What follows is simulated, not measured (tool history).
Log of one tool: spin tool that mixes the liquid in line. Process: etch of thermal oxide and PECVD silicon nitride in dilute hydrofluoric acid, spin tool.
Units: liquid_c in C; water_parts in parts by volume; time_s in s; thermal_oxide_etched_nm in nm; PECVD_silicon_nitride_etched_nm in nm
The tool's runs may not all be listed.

| run | hour | liquid_c | water_parts | time_s | thermal_oxide_etched_nm | PECVD_silicon_nitride_etched_nm |
|---|---|---|---|---|---|---|
| 1 | 0 | 23 | 45 | 50 | 4.8442 | 4.645 |
| 2 | 2.7 | 23 | 45 | 35 | 3.4222 | 3.2505 |
| 3 | 3.9 | 22.5 | 40 | 35 | 3.7707 | 3.5051 |
| 4 | 11.2 | 22.5 | 35 | 35 | 4.3092 | 4.0283 |
| 5 | 13.6 | 24.5 | 35 | 35 | 4.7225 | 4.6341 |
| 6 | 18.8 | 24 | 30 | 35 | 5.3803 | 5.2458 |

Forecast run 7:
| 7 | 22.9 | 23.5 | 30 | 35 | ? | ? |

thermal_oxide_etched_nm: 5.2909 nm
PECVD_silicon_nitride_etched_nm: 5.0088 nm
